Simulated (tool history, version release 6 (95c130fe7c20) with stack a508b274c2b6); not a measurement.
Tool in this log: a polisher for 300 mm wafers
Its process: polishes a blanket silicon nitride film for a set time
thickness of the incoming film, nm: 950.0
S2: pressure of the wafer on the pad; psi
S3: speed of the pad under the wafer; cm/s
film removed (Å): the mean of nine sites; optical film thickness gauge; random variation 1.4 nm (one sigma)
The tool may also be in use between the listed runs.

Run 1, day 0: flow of slurry (ml/min) 300, S2 4.3 psi, S3 84 cm/s, polishing time (s) 113. Result: film removed (Å) 1986.9.
Run 2, day 0.062: flow of slurry (ml/min) 300, S2 3.5 psi, S3 84 cm/s, polishing time (s) 113. Result: film removed (Å) 1712.4.
Run 3, day 0.142: flow of slurry (ml/min) 300, S2 3.2 psi, S3 84 cm/s, polishing time (s) 113. Result: film removed (Å) 1599.4.
Run 4, day 0.429: flow of slurry (ml/min) 300, S2 3.2 psi, S3 92 cm/s, polishing time (s) 113. Result: film removed (Å) 1685.2.
Run 5, day 0.496: flow of slurry (ml/min) 300, S2 2.9 psi, S3 92 cm/s, polishing time (s) 113. Result: film removed (Å) 1592.4.
Run 6, day 0.583: flow of slurry (ml/min) 300, S2 2.9 psi, S3 92 cm/s, polishing time (s) 118. Result: film removed (Å) 1668.2.
Run 7, day 0.754: flow of slurry (ml/min) 300, S2 2.6 psi, S3 92 cm/s, polishing time (s) 118. Result: film removed (Å) 1544.9.

What will run 8 give?
At day 1: slurry nozzle cleaned.
Run 8, day 1: flow of slurry (ml/min) 300, S2 2.5 psi, S3 92 cm/s, polishing time (s) 118. Result: film removed (Å) ?.

film removed (Å): 1563.1

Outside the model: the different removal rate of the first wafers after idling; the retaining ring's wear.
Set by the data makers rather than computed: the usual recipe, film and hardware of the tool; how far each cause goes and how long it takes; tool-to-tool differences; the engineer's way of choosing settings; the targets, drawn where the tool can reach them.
